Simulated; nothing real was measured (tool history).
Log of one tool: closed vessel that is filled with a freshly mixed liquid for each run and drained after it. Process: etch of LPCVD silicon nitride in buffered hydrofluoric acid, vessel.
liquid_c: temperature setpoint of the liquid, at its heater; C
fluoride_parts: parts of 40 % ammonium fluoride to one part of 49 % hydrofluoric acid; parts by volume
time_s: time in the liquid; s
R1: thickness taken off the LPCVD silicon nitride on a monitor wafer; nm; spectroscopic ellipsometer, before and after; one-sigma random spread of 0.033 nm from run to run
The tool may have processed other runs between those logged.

run 1 day=0.000 | liquid_c=22.0 fluoride_parts=12.5 time_s=695 | R1=7.8224
run 2 day=0.288 | liquid_c=22.5 fluoride_parts=12.5 time_s=695 | R1=8.0598
run 3 day=0.425 | liquid_c=22.5 fluoride_parts=12.5 time_s=695 | R1=8.0371
run 4 day=0.575 | liquid_c=22.5 fluoride_parts=11.0 time_s=695 | R1=9.1764
run 5 day=0.692 | liquid_c=22.5 fluoride_parts=11.0 time_s=485 | R1=6.3878
run 6 day=1.025 | liquid_c=22.5 fluoride_parts=11.0 time_s=695 | R1=9.1668
run 7 day=1.358 | liquid_c=23.0 fluoride_parts=11.0 time_s=695 | R1=9.4599

Estimate the outcome of run 8 from the log above:
run 8 day=1.667 | liquid_c=24.0 fluoride_parts=11.0 time_s=695 | R1=?

R1: 9.8973 nm
